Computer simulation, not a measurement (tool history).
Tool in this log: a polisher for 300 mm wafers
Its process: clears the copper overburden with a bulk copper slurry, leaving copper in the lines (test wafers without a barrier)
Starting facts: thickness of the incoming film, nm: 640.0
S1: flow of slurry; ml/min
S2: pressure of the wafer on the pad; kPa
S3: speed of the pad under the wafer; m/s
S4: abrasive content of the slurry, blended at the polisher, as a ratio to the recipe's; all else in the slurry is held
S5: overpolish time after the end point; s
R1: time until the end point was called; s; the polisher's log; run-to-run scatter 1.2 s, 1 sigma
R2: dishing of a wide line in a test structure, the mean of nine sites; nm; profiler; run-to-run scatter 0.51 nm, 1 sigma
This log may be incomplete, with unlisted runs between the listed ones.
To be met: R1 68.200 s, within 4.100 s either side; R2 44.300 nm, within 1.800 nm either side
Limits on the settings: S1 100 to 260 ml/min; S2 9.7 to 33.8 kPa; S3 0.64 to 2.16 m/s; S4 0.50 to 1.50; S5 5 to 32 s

| run | hour | S1 | S2 | S3 | S4 | S5 | R1 | R2 |
|---|---|---|---|---|---|---|---|---|
| 1 | 0.0 | 165 | 21.4 | 1.40 | 1.00 | 16 | 46.947 | 74.564 |
| 2 | 1.7 | 165 | 16.5 | 1.40 | 1.00 | 16 | 59.956 | 64.453 |
| 3 | 10.2 | 165 | 15.2 | 1.46 | 1.00 | 13 | 62.732 | 57.590 |
| 4 | 12.6 | 165 | 14.5 | 1.48 | 1.00 | 11 | 65.615 | 50.545 |
| 5 | 17.2 | 180 | 14.5 | 1.48 | 1.00 | 11 | 64.352 | 51.054 |
| 6 | 20.2 | 185 | 13.8 | 1.50 | 1.00 | 10 | 67.406 | 46.380 |
| 7 | 20.8 | 190 | 13.8 | 1.50 | 1.00 | 10 | 66.536 | 47.225 |
| 8 | 23.2 | 195 | 13.8 | 1.50 | 1.00 | 10 | 65.104 | 47.142 |

Which single option among these 5 for the next run brings every result within its allowed miss of target? Just one does.
| A | 25.6 | 165 | 14.5 | 1.38 | 1.10 | 11 | ? | ? |
| B | 25.6 | 195 | 13.8 | 1.20 | 1.05 | 13 | ? | ? |
| C | 25.6 | 130 | 15.2 | 1.44 | 0.85 | 9 | ? | ? |
| D | 25.6 | 175 | 11.0 | 1.64 | 1.00 | 13 | ? | ? |
| E | 25.6 | 175 | 11.7 | 1.46 | 1.05 | 11 | ? | ? |

| move | R1 | R2 |
|---|---|---|
| A | 68.330 | 49.628 |
| B | 81.318 | 49.130 |
| C | 67.338 | 44.419 |
| D | 75.692 | 49.618 |
| E | 79.322 | 44.191 |
A: moves away from the targets compared with the last run
B: moves away from the targets compared with the last run
C: every result lands within tolerance
D: moves away from the targets compared with the last run
E: the furthest-off result lands on target, but another misses its tolerance
Correct choice: C, which meets every target

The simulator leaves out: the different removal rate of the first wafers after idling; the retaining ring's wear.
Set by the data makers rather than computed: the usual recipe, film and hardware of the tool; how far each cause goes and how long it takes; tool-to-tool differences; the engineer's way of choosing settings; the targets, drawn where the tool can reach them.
